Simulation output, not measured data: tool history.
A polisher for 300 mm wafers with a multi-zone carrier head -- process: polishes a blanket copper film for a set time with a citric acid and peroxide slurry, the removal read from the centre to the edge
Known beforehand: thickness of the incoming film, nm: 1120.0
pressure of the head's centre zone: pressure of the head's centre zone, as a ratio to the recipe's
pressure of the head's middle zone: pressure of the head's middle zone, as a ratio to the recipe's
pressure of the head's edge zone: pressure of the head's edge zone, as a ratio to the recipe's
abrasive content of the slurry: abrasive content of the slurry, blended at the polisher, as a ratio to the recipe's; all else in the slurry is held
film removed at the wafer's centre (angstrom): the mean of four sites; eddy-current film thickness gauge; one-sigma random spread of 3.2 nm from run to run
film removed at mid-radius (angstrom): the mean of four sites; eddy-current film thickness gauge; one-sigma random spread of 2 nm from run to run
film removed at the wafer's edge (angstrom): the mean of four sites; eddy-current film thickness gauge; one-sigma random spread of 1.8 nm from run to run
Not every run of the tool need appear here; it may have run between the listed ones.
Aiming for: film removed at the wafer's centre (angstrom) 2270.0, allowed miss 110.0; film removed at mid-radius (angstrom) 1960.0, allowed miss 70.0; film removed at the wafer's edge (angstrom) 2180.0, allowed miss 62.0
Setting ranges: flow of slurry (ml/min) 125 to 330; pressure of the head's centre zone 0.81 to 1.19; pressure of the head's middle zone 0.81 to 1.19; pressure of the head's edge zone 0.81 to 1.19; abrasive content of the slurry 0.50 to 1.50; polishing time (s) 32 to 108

run  hour  flow of slurry (ml/min)  pressure of the head's centre zone  pressure of the head's middle zone  pressure of the head's edge zone  abrasive content of the slurry  polishing time (s)  film removed at the wafer's centre (angstrom)  film removed at mid-radius (angstrom)  film removed at the wafer's edge (angstrom)
  1   0.0                      210                                1.00                                1.00                              1.00                            1.00                  70                                         1626.1                                 1694.4                                       1673.4
  2   6.4                      220                                1.04                                0.99                              1.05                            1.15                  71                                         1700.7                                 1706.2                                       1753.4
  3   8.1                      220                                0.98                                0.99                              1.05                            1.15                  71                                         1689.8                                 1742.6                                       1795.2
  4  11.5                      220                                0.90                                0.99                              1.05                            1.15                  71                                         1566.5                                 1719.6                                       1766.9
  5  16.5                      220                                0.90                                0.99                              1.05                            1.15                  79                                         1725.6                                 1900.8                                       1989.9
  6  24.8                      170                                0.90                                0.99                              1.05                            1.15                  79                                         1683.6                                 1838.7                                       1906.5
  7  28.0                      195                                0.98                                0.97                              1.06                            1.20                  79                                         1834.1                                 1889.8                                       1968.0
  8  28.8                      215                                1.03                                0.94                              1.07                            1.25                  79                                         1903.0                                 1859.5                                       1996.3
  9  33.4                      230                                1.08                                0.93                              1.08                            1.30                  80                                         2056.8                                 1888.0                                       2061.0

Of the 5 settings listed for the next run, only one would bring every result within its allowed miss of target. Which one?
  A  38.0                      205                                1.00                                0.86                              1.18                            1.25                  84                                              ?                                      ?                                            ?
  B  38.0                      245                                1.05                                0.85                              1.12                            1.30                  89                                              ?                                      ?                                            ?
  C  38.0                      210                                0.95                                0.83                              1.19                            1.30                  87                                              ?                                      ?                                            ?
  D  38.0                      200                                1.16                                0.92                              1.10                            1.45                  84                                              ?                                      ?                                            ?
  E  38.0                      225                                1.11                                0.81                              1.04                            1.15                  88                                              ?                                      ?                                            ?

move  film removed at the wafer's centre (angstrom)  film removed at mid-radius (angstrom)  film removed at the wafer's edge (angstrom)
   A                                         2042.3                                 1827.1                                       2185.9
   B                                         2322.3                                 1977.8                                       2337.6
   C                                         2056.6                                 1856.6                                       2291.2
   D                                         2333.2                                 1970.0                                       2184.2
   E                                         2320.5                                 1823.4                                       2202.2
A: further off than the last run
B: brings the result that was furthest off to its target, and leaves another outside
C: about as far from the targets as the last run
D: every result lands within tolerance
E: brings the result that was furthest off to its target, and leaves another outside
The right move is D.

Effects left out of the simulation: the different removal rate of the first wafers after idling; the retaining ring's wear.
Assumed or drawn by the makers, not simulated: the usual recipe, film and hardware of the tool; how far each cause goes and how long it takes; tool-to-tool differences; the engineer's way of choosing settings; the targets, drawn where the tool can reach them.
